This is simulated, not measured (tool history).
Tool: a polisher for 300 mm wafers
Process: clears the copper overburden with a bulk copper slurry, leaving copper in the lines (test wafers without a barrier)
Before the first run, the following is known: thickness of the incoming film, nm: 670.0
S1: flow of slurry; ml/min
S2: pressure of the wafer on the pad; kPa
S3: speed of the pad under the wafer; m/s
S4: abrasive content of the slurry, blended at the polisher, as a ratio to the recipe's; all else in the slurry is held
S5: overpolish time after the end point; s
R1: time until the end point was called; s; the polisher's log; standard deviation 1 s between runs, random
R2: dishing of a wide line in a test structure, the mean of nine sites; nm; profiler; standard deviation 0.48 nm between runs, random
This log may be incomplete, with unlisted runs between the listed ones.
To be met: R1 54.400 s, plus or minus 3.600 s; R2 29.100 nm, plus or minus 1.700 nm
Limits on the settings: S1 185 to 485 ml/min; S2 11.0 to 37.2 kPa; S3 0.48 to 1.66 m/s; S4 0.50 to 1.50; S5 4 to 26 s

| run | day | S1 | S2 | S3 | S4 | S5 | R1 | R2 |
|---|---|---|---|---|---|---|---|---|
| 1 | 0.000 | 310 | 24.1 | 1.06 | 1.00 | 13 | 56.651 | 49.655 |
| 2 | 0.188 | 310 | 24.1 | 1.20 | 1.00 | 13 | 51.680 | 51.233 |
| 3 | 0.279 | 310 | 24.1 | 1.42 | 1.00 | 13 | 45.805 | 51.136 |
| 4 | 0.304 | 310 | 24.1 | 1.42 | 1.00 | 10 | 46.270 | 49.425 |
| 5 | 0.675 | 310 | 24.1 | 1.42 | 1.00 | 14 | 45.589 | 52.447 |
| 6 | 0.917 | 340 | 21.4 | 1.48 | 1.10 | 12 | 49.584 | 50.690 |
| 7 | 1.096 | 305 | 20.7 | 1.52 | 0.95 | 10 | 52.097 | 47.772 |
| 8 | 1.346 | 280 | 20.0 | 1.56 | 0.85 | 9 | 53.430 | 45.125 |
| 9 | 1.421 | 260 | 19.3 | 1.58 | 0.75 | 8 | 55.129 | 40.541 |
| 10 | 1.467 | 245 | 19.3 | 1.60 | 0.70 | 7 | 57.377 | 38.602 |
| 11 | 1.738 | 230 | 19.3 | 1.62 | 0.65 | 6 | 58.935 | 35.008 |
| 12 | 1.808 | 220 | 20.7 | 1.58 | 0.60 | 6 | 55.311 | 35.980 |

Consider the 5 candidate settings below. Which is the only one whose results all fall within their allowed miss of target?
| A | 1.879 | 285 | 24.1 | 1.24 | 0.80 | 22 | ? | ? |
| B | 1.879 | 340 | 22.1 | 1.36 | 0.65 | 8 | ? | ? |
| C | 1.879 | 210 | 21.4 | 1.64 | 0.50 | 4 | ? | ? |
| D | 1.879 | 255 | 21.4 | 1.48 | 0.70 | 13 | ? | ? |
| E | 1.879 | 245 | 19.3 | 1.60 | 0.65 | 10 | ? | ? |

| move | R1 | R2 |
|---|---|---|
| A | 54.681 | 53.021 |
| B | 56.783 | 41.274 |
| C | 55.844 | 28.345 |
| D | 55.490 | 48.445 |
| E | 58.543 | 43.754 |
A: moves away from the targets compared with the last run
B: moves away from the targets compared with the last run
C: every result within its allowed miss
D: moves away from the targets compared with the last run
E: moves away from the targets compared with the last run
So the answer is move C, the one that meets all the targets.
